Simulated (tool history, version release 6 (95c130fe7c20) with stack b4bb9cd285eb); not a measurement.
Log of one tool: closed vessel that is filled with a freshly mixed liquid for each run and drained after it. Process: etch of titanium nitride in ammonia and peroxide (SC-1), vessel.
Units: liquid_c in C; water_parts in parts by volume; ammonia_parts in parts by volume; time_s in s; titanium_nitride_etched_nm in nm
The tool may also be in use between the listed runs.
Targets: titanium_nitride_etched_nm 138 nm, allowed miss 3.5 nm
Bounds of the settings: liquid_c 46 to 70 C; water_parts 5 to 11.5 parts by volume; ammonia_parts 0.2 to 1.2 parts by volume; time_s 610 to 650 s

run  hour  liquid_c  water_parts  ammonia_parts  time_s  titanium_nitride_etched_nm
  1     0        62          6.5            0.9     610                       102.6
  2   4.2      55.5          6.5            0.9     610                      66.398
  3  12.9        58          6.5            0.9     610                      77.587
  4  14.5        58            5            0.9     610                      89.908
  5  16.1        58            5           0.75     610                      87.105
  6    24      59.5            5           0.75     610                      94.289
  7  26.9      60.5            5           0.75     610                       102.1
  8  35.7      60.5            5           0.75     610                      101.55
  9    38      61.5            5           0.75     610                      108.56
 10  40.7      62.5            5           0.75     610                      115.59
 11  48.2        63            5           0.75     610                      119.57
 12  56.7      63.5            5           0.75     610                      124.15

Which of these 5 next moves meets every target?
  A  65.2      62.5            5            0.8     610                           ?
  B  65.2        65            5            0.9     610                           ?
  C  65.2        64            5           0.65     625                           ?
  D  65.2      65.5            5            0.8     620                           ?
  E  65.2        66          5.5            0.7     640                           ?

move  titanium_nitride_etched_nm
   A                      117.98
   B                      140.55
   C                      129.42
   D                       145.3
   E                      145.65
A: further off than the last run
B: meets every target
C: nearer than the last run, and not there yet
D: takes the result that was furthest off past its target
E: takes the result that was furthest off past its target
The right move is B.

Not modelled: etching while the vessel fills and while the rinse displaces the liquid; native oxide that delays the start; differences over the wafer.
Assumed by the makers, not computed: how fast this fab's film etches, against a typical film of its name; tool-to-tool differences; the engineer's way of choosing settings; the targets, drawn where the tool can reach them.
